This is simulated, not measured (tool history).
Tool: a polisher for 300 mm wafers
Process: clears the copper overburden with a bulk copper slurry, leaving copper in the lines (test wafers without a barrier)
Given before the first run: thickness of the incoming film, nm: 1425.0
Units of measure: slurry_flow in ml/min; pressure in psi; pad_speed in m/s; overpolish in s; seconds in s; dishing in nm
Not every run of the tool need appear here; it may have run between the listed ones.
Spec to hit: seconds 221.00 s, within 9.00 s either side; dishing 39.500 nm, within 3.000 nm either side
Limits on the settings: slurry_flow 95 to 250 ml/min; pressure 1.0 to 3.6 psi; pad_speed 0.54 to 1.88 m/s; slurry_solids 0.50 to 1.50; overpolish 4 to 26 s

run	hour	slurry_flow	pressure	pad_speed	slurry_solids	overpolish	seconds	dishing
1	0.0	160	2.3	1.20	1.00	13	135.91	53.952
2	2.9	160	2.3	1.08	1.00	13	150.20	48.937
3	5.2	160	2.3	1.24	1.00	13	135.68	55.304
4	9.4	160	2.2	1.24	1.00	13	138.77	50.975
5	14.2	160	2.1	1.24	1.00	14	145.06	52.698
6	18.8	160	2.1	1.24	1.00	9	144.53	42.414
7	24.3	160	2.0	1.24	1.00	10	150.49	45.008
8	30.9	160	1.9	1.24	1.00	10	157.66	42.136
9	35.1	160	1.9	1.24	1.00	10	161.08	44.738
10	40.2	160	1.8	1.24	1.00	10	167.86	42.427
11	43.1	160	1.7	1.24	1.00	10	172.42	40.309
12	45.0	160	1.6	1.24	1.00	11	182.19	40.199

5 next moves are on the table. One of them brings every result within its allowed miss. Which?
A	46.9	145	1.6	1.16	1.05	12	?	?
B	46.9	210	1.8	0.94	0.80	12	?	?
C	46.9	150	1.2	1.38	1.15	10	?	?
D	46.9	175	1.4	1.14	1.10	19	?	?
E	46.9	150	1.7	0.98	0.80	14	?	?

move	seconds	dishing
A	201.53	39.349
B	224.02	37.733
C	218.12	32.521
D	224.64	45.051
E	237.13	39.535
A: closer than the last run, but not yet in spec
B: in spec on every target
C: brings the result that was furthest off to its target, and leaves another outside
D: brings the result that was furthest off to its target, and leaves another outside
E: carries the result that was furthest off beyond its target, to the other side
Move B is the one to make.

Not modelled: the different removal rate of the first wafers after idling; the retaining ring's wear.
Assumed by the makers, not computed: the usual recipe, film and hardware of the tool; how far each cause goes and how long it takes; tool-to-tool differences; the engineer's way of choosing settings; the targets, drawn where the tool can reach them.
